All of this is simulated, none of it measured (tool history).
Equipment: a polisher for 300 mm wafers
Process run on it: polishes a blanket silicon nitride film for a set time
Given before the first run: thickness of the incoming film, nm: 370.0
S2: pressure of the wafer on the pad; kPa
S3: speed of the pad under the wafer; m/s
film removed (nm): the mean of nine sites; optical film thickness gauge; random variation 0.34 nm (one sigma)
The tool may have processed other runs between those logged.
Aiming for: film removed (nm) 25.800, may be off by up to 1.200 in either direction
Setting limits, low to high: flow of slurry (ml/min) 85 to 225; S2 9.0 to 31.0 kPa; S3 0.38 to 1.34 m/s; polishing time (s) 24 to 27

Run 1, hour 0.0: flow of slurry (ml/min) 145, S2 20.0 kPa, S3 0.86 m/s, polishing time (s) 27. Result: film removed (nm) 35.239.
Run 2, hour 1.1: flow of slurry (ml/min) 170, S2 20.0 kPa, S3 0.86 m/s, polishing time (s) 27. Result: film removed (nm) 36.085.
Run 3, hour 3.5: flow of slurry (ml/min) 170, S2 20.0 kPa, S3 0.98 m/s, polishing time (s) 27. Result: film removed (nm) 38.451.
Run 4, hour 5.1: flow of slurry (ml/min) 170, S2 17.9 kPa, S3 0.96 m/s, polishing time (s) 27. Result: film removed (nm) 34.712.
Run 5, hour 6.0: flow of slurry (ml/min) 190, S2 17.9 kPa, S3 0.96 m/s, polishing time (s) 27. Result: film removed (nm) 34.607.
Run 6, hour 7.0: flow of slurry (ml/min) 190, S2 17.9 kPa, S3 1.18 m/s, polishing time (s) 27. Result: film removed (nm) 40.102.
Run 7, hour 15.0: flow of slurry (ml/min) 190, S2 15.9 kPa, S3 1.16 m/s, polishing time (s) 27. Result: film removed (nm) 35.155.
Run 8, hour 22.8: flow of slurry (ml/min) 180, S2 10.3 kPa, S3 1.14 m/s, polishing time (s) 27. Result: film removed (nm) 22.967.
Run 9, hour 30.1: flow of slurry (ml/min) 180, S2 11.0 kPa, S3 1.14 m/s, polishing time (s) 27. Result: film removed (nm) 24.500.

Which of these 4 next moves meets every target?
Run A, hour 37.4: flow of slurry (ml/min) 160, S2 11.7 kPa, S3 1.18 m/s, polishing time (s) 24. Result: film removed (nm) ?.
Run B, hour 37.4: flow of slurry (ml/min) 170, S2 13.8 kPa, S3 0.82 m/s, polishing time (s) 26. Result: film removed (nm) ?.
Run C, hour 37.4: flow of slurry (ml/min) 170, S2 13.1 kPa, S3 1.14 m/s, polishing time (s) 24. Result: film removed (nm) ?.
Run D, hour 37.4: flow of slurry (ml/min) 190, S2 11.0 kPa, S3 1.20 m/s, polishing time (s) 24. Result: film removed (nm) ?.

move  film removed (nm)
   A             23.019
   B             23.307
   C             25.240
   D             22.508
A: moves away from the targets compared with the last run
B: moves away from the targets compared with the last run
C: in spec on every target
D: moves away from the targets compared with the last run
So the answer is move C, the one that meets all the targets.
